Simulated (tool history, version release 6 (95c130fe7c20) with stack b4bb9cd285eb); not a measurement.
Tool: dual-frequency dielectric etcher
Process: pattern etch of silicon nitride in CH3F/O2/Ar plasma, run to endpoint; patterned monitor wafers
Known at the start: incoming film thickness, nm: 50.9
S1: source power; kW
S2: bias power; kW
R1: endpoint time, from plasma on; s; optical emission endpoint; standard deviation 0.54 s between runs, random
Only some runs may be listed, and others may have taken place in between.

run,hour,S1,S2,R1
1,0,0.49,0.08,61.288
2,3.9,0.44,0.074,65.713
3,9.9,0.41,0.07,68.93
4,11.4,0.48,0.07,64.547
5,17.6,0.44,0.067,67.935
6,21.2,0.41,0.065,71.067

The next listed run, before its measurement:
7,23,0.39,0.064,?

Run 7 gave R1 71.496 s.

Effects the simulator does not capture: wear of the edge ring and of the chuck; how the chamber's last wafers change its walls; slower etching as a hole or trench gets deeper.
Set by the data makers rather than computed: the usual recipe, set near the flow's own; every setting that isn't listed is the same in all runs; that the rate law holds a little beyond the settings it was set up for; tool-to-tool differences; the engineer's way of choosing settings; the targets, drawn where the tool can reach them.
